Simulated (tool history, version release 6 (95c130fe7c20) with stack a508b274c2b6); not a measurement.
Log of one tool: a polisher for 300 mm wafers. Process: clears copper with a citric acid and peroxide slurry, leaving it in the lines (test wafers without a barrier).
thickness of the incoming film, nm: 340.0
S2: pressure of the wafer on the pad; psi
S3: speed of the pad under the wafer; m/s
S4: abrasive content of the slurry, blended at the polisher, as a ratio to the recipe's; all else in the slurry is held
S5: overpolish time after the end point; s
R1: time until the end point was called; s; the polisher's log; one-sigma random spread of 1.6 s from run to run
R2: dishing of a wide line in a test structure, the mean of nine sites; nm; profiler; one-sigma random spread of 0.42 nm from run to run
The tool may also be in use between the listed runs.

Run 1, day 0.000: flow of slurry (ml/min) 235, S2 3.7 psi, S3 1.10 m/s, S4 1.0, S5 19 s. Result: R1 115.200 s, R2 33.104 nm.
Run 2, day 0.200: flow of slurry (ml/min) 235, S2 3.7 psi, S3 1.10 m/s, S4 0.9, S5 19 s. Result: R1 117.470 s, R2 32.742 nm.
Run 3, day 0.546: flow of slurry (ml/min) 235, S2 3.5 psi, S3 1.10 m/s, S4 0.9, S5 18 s. Result: R1 123.680 s, R2 31.048 nm.
Run 4, day 0.671: flow of slurry (ml/min) 235, S2 3.5 psi, S3 1.22 m/s, S4 0.9, S5 18 s. Result: R1 116.460 s, R2 32.311 nm.
Run 5, day 0.908: flow of slurry (ml/min) 235, S2 3.5 psi, S3 1.48 m/s, S4 0.9, S5 18 s. Result: R1 97.754 s, R2 35.257 nm.
Run 6, day 1.150: flow of slurry (ml/min) 235, S2 3.5 psi, S3 1.66 m/s, S4 0.9, S5 18 s. Result: R1 88.604 s, R2 38.528 nm.
Run 7, day 1.296: flow of slurry (ml/min) 235, S2 3.0 psi, S3 1.66 m/s, S4 0.9, S5 17 s. Result: R1 102.580 s, R2 34.226 nm.
Run 8, day 1.512: flow of slurry (ml/min) 235, S2 2.7 psi, S3 1.66 m/s, S4 0.9, S5 16 s. Result: R1 113.130 s, R2 29.725 nm.

Run 9 comes next. What will it give?
Run 9, day 1.825: flow of slurry (ml/min) 235, S2 2.5 psi, S3 1.66 m/s, S4 0.9, S5 16 s. Result: R1 ?, R2 ?.

Run 9 produced R1 120.700 s, R2 28.621 nm.

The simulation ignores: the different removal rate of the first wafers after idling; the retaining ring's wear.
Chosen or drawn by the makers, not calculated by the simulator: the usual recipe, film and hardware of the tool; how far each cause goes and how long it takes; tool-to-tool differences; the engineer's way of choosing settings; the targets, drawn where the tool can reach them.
